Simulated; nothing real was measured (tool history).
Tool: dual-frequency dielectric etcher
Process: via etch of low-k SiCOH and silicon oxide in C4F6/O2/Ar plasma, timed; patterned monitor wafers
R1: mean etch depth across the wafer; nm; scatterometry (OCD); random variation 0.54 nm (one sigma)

Run 1, hour 0.0: source power (kW) 0.290, bias power (kW) 0.160, etch time (s) 54.5. Result: R1 135.42 nm.
Run 2, hour 7.2: source power (kW) 0.290, bias power (kW) 0.160, etch time (s) 49.5. Result: R1 124.76 nm.
Run 3, hour 16.2: source power (kW) 0.300, bias power (kW) 0.166, etch time (s) 49.5. Result: R1 127.07 nm.
Run 4, hour 25.0: source power (kW) 0.300, bias power (kW) 0.185, etch time (s) 49.5. Result: R1 130.38 nm.
Run 5, hour 27.7: source power (kW) 0.260, bias power (kW) 0.185, etch time (s) 49.5. Result: R1 124.39 nm.
Run 6, hour 32.8: source power (kW) 0.280, bias power (kW) 0.191, etch time (s) 50.0. Result: R1 128.86 nm.
Run 7, hour 34.6: source power (kW) 0.290, bias power (kW) 0.196, etch time (s) 50.5. Result: R1 133.33 nm.
Run 8, hour 39.8: source power (kW) 0.290, bias power (kW) 0.196, etch time (s) 50.5. Result: R1 133.72 nm.
Run 9, hour 47.0: source power (kW) 0.300, bias power (kW) 0.198, etch time (s) 50.5. Result: R1 136.09 nm.
Run 10, hour 52.0: source power (kW) 0.310, bias power (kW) 0.199, etch time (s) 50.5. Result: R1 137.89 nm.

The next listed run, before its measurement:
Run 11, hour 59.0: source power (kW) 0.320, bias power (kW) 0.200, etch time (s) 50.5. Result: R1 ?.

{"run 11": {"R1": 139.72}}
